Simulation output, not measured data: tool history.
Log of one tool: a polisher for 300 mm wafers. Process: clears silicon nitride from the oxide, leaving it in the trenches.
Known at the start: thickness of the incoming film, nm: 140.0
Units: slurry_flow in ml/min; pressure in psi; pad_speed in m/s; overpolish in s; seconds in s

Run 1, hour 0: slurry_flow 220 ml/min, pressure 2.7 psi, pad_speed 1.12 m/s, overpolish 28 s. Result: seconds 125.5 s.
Run 2, hour 6.3: slurry_flow 220 ml/min, pressure 2.7 psi, pad_speed 0.96 m/s, overpolish 28 s. Result: seconds 142.86 s.
Run 3, hour 14.9: slurry_flow 220 ml/min, pressure 2.1 psi, pad_speed 0.96 m/s, overpolish 28 s. Result: seconds 172.19 s.
Run 4, hour 18.8: slurry_flow 220 ml/min, pressure 1.5 psi, pad_speed 0.96 m/s, overpolish 28 s. Result: seconds 224.89 s.
Run 5, hour 24.1: slurry_flow 220 ml/min, pressure 2 psi, pad_speed 0.98 m/s, overpolish 28 s. Result: seconds 180.17 s.
Run 6, hour 32.5: slurry_flow 220 ml/min, pressure 2 psi, pad_speed 0.98 m/s, overpolish 28 s. Result: seconds 180.33 s.
Run 7, hour 36.1: slurry_flow 220 ml/min, pressure 2.4 psi, pad_speed 1 m/s, overpolish 28 s. Result: seconds 155.07 s.
Run 8, hour 37.3: slurry_flow 220 ml/min, pressure 2.8 psi, pad_speed 1.02 m/s, overpolish 28 s. Result: seconds 132.5 s.
Run 9, hour 44.3: slurry_flow 225 ml/min, pressure 3.5 psi, pad_speed 1.06 m/s, overpolish 28 s. Result: seconds 105.03 s.
Run 10, hour 51.1: slurry_flow 225 ml/min, pressure 3.6 psi, pad_speed 1.08 m/s, overpolish 28 s. Result: seconds 102.68 s.
Run 11, hour 58.5: slurry_flow 225 ml/min, pressure 3.7 psi, pad_speed 1.1 m/s, overpolish 28 s. Result: seconds 97.612 s.

Run 12 comes next. What will it give?
Run 12, hour 62.8: slurry_flow 225 ml/min, pressure 3.8 psi, pad_speed 1.12 m/s, overpolish 28 s. Result: seconds ?.

seconds: 92.009 s
